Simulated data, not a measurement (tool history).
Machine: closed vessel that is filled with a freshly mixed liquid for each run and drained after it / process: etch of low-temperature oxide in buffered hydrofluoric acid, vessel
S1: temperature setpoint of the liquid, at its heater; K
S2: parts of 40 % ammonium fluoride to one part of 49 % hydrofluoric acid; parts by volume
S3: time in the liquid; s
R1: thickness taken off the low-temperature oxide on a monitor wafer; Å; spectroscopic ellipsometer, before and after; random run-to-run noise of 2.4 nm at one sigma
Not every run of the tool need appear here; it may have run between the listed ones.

run	day	S1	S2	S3	R1
1	0.000	297.15	11.0	30	1183.6
2	0.362	299.65	11.0	30	1351.9
3	0.508	301.15	9.5	30	1671.7
4	0.675	301.15	7.0	30	2233.4
5	0.846	301.15	10.0	30	1629.7
6	0.925	301.15	10.0	30	1586.4
7	1.225	302.15	9.0	30	1793.7
8	1.388	303.15	8.0	30	2186.0

Run 9 is up next; what results do you expect?
9	1.575	303.65	7.5	30	?

Run 9 yielded R1 2398.6 Å.
